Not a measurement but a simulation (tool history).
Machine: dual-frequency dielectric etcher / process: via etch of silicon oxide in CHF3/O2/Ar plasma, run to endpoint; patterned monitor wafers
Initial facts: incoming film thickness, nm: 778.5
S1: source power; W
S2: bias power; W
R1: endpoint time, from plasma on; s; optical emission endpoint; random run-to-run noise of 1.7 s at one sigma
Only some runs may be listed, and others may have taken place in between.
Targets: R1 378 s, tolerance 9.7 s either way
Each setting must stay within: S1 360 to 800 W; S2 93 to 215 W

| run | day | S1 | S2 | R1 |
|---|---|---|---|---|
| 1 | 0 | 580 | 154 | 423.76 |
| 2 | 0.129 | 600 | 156 | 419.77 |
| 3 | 0.162 | 540 | 156 | 433 |
| 4 | 0.483 | 570 | 159 | 427.73 |
| 5 | 0.608 | 570 | 183 | 409.38 |
| 6 | 0.696 | 470 | 183 | 434.16 |
| 7 | 0.938 | 500 | 186 | 423.19 |
| 8 | 1.225 | 520 | 189 | 420.48 |
| 9 | 1.333 | 540 | 192 | 411.85 |
| 10 | 1.533 | 560 | 194 | 404.23 |
| 11 | 1.65 | 570 | 196 | 403.36 |
| 12 | 1.775 | 580 | 198 | 402.22 |
| 13 | 2.021 | 590 | 200 | 397.04 |
| 14 | 2.338 | 600 | 202 | 389.81 |
| 15 | 2.379 | 610 | 203 | 391.93 |
| 16 | 2.546 | 620 | 204 | 387.3 |

Which of these 5 next moves meets every target?
| A | 2.712 | 680 | 159 | ? |
| B | 2.712 | 730 | 193 | ? |
| C | 2.712 | 580 | 180 | ? |
| D | 2.712 | 540 | 201 | ? |
| E | 2.712 | 580 | 203 | ? |

| move | R1 |
|---|---|
| A | 400.28 |
| B | 374.01 |
| C | 407.69 |
| D | 404.91 |
| E | 395.64 |
A: moves away from the targets compared with the last run
B: each result inside its tolerance
C: moves away from the targets compared with the last run
D: moves away from the targets compared with the last run
E: moves away from the targets compared with the last run
So the answer is move B, the one that meets all the targets.
